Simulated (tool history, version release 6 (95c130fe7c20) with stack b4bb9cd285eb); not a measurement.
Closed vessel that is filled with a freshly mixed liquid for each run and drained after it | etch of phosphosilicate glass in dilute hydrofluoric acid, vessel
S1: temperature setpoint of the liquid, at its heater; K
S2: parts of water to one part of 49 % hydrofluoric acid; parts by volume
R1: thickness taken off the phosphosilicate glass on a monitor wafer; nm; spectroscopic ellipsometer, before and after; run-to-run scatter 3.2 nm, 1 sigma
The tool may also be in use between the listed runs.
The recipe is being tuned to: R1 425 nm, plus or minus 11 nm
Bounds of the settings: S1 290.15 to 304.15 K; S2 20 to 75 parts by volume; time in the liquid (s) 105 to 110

{"run": 1, "hour": 0.0, "S1": 296.15, "S2": 45, "time in the liquid (s)": 105, "R1": 261.79}
{"run": 2, "hour": 9.3, "S1": 292.65, "S2": 45, "time in the liquid (s)": 105, "R1": 228.41}
{"run": 3, "hour": 12.7, "S1": 292.65, "S2": 45, "time in the liquid (s)": 110, "R1": 235.07}
{"run": 4, "hour": 18.7, "S1": 294.65, "S2": 45, "time in the liquid (s)": 110, "R1": 259.85}
{"run": 5, "hour": 23.4, "S1": 297.65, "S2": 45, "time in the liquid (s)": 110, "R1": 297.02}
{"run": 6, "hour": 25.8, "S1": 299.65, "S2": 45, "time in the liquid (s)": 110, "R1": 317.37}
{"run": 7, "hour": 32.4, "S1": 301.15, "S2": 45, "time in the liquid (s)": 110, "R1": 340}
{"run": 8, "hour": 33.6, "S1": 302.15, "S2": 45, "time in the liquid (s)": 110, "R1": 353.51}
{"run": 9, "hour": 42.2, "S1": 302.65, "S2": 45, "time in the liquid (s)": 110, "R1": 360.86}
{"run": 10, "hour": 45.2, "S1": 303.15, "S2": 45, "time in the liquid (s)": 110, "R1": 364.47}
{"hour": 51.0, "done": "thermometer replaced"}
{"run": 11, "hour": 51.0, "S1": 303.65, "S2": 45, "time in the liquid (s)": 110, "R1": 395.55}
{"run": 12, "hour": 53.3, "S1": 304.15, "S2": 45, "time in the liquid (s)": 110, "R1": 404.26}
{"run": 13, "hour": 55.0, "S1": 304.15, "S2": 40, "time in the liquid (s)": 110, "R1": 461.85}
{"run": 14, "hour": 61.0, "S1": 303.65, "S2": 40, "time in the liquid (s)": 110, "R1": 440.55}

Exercise: of the 4 proposed moves below, exactly one satisfies all targets within the stated allowed misses. Which move is it?
{"run": "A", "hour": 67.0, "S1": 304.15, "S2": 45, "time in the liquid (s)": 110, "R1": "?"}
{"run": "B", "hour": 67.0, "S1": 302.15, "S2": 40, "time in the liquid (s)": 105, "R1": "?"}
{"run": "C", "hour": 67.0, "S1": 303.65, "S2": 40, "time in the liquid (s)": 105, "R1": "?"}
{"run": "D", "hour": 67.0, "S1": 304.15, "S2": 40, "time in the liquid (s)": 110, "R1": "?"}

move=A R1=405.11
move=B R1=405.1
move=C R1=429.95
move=D R1=459.39
A: takes the result that was furthest off past its target
B: takes the result that was furthest off past its target
C: every result within its allowed miss
D: further off than the last run
Go with C: it meets all targets.
